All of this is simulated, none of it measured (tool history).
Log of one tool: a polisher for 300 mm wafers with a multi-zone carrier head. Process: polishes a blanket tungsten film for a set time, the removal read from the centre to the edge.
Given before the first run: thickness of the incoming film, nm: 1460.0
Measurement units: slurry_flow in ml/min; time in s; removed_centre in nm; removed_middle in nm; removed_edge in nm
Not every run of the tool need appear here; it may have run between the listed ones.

{"run": 1, "hour": 0.0, "slurry_flow": 195, "centre_zone": 1, "middle_zone": 1, "edge_zone": 1, "slurry_solids": 1, "time": 31, "removed_centre": 119.72, "removed_middle": 118.17, "removed_edge": 115.85}
{"run": 2, "hour": 4.4, "slurry_flow": 195, "centre_zone": 0.97, "middle_zone": 1, "edge_zone": 1, "slurry_solids": 1, "time": 31, "removed_centre": 115.82, "removed_middle": 116.06, "removed_edge": 114.33}
{"run": 3, "hour": 11.8, "slurry_flow": 165, "centre_zone": 0.97, "middle_zone": 1, "edge_zone": 1, "slurry_solids": 1, "time": 31, "removed_centre": 111.91, "removed_middle": 114.68, "removed_edge": 113.15}
{"run": 4, "hour": 16.3, "slurry_flow": 165, "centre_zone": 0.97, "middle_zone": 1, "edge_zone": 1, "slurry_solids": 1.15, "time": 31, "removed_centre": 115.13, "removed_middle": 116.61, "removed_edge": 118.04}
{"run": 5, "hour": 19.6, "slurry_flow": 165, "centre_zone": 0.97, "middle_zone": 1, "edge_zone": 1.03, "slurry_solids": 1.15, "time": 31, "removed_centre": 114.6, "removed_middle": 118.43, "removed_edge": 120.78}
{"run": 6, "hour": 27.9, "slurry_flow": 155, "centre_zone": 0.93, "middle_zone": 0.96, "edge_zone": 0.97, "slurry_solids": 1.05, "time": 31, "removed_centre": 107.56, "removed_middle": 110.04, "removed_edge": 110.53}
{"run": 7, "hour": 30.9, "slurry_flow": 145, "centre_zone": 0.9, "middle_zone": 0.92, "edge_zone": 0.94, "slurry_solids": 1, "time": 31, "removed_centre": 104.14, "removed_middle": 102.33, "removed_edge": 107.48}
{"run": 8, "hour": 36.0, "slurry_flow": 140, "centre_zone": 0.87, "middle_zone": 0.91, "edge_zone": 0.91, "slurry_solids": 0.95, "time": 31, "removed_centre": 99.601, "removed_middle": 101.91, "removed_edge": 103.19}
{"run": 9, "hour": 44.9, "slurry_flow": 135, "centre_zone": 0.85, "middle_zone": 0.89, "edge_zone": 0.89, "slurry_solids": 0.9, "time": 31, "removed_centre": 94.874, "removed_middle": 97.55, "removed_edge": 102.62}
{"run": 10, "hour": 45.5, "slurry_flow": 135, "centre_zone": 0.86, "middle_zone": 0.89, "edge_zone": 0.87, "slurry_solids": 0.85, "time": 31, "removed_centre": 94.828, "removed_middle": 96.157, "removed_edge": 99.428}
{"run": 11, "hour": 48.0, "slurry_flow": 130, "centre_zone": 0.86, "middle_zone": 0.88, "edge_zone": 0.85, "slurry_solids": 0.85, "time": 31, "removed_centre": 94.908, "removed_middle": 94.683, "removed_edge": 99.525}
{"run": 12, "hour": 52.6, "slurry_flow": 135, "centre_zone": 0.86, "middle_zone": 0.89, "edge_zone": 0.84, "slurry_solids": 0.8, "time": 31, "removed_centre": 94.363, "removed_middle": 94.274, "removed_edge": 97.97}

Predict the results of run 13:
{"run": 13, "hour": 56.9, "slurry_flow": 135, "centre_zone": 0.86, "middle_zone": 0.89, "edge_zone": 0.83, "slurry_solids": 0.75, "time": 31, "removed_centre": "?", "removed_middle": "?", "removed_edge": "?"}

removed_centre: 92.524 nm
removed_middle: 93.852 nm
removed_edge: 96.3 nm

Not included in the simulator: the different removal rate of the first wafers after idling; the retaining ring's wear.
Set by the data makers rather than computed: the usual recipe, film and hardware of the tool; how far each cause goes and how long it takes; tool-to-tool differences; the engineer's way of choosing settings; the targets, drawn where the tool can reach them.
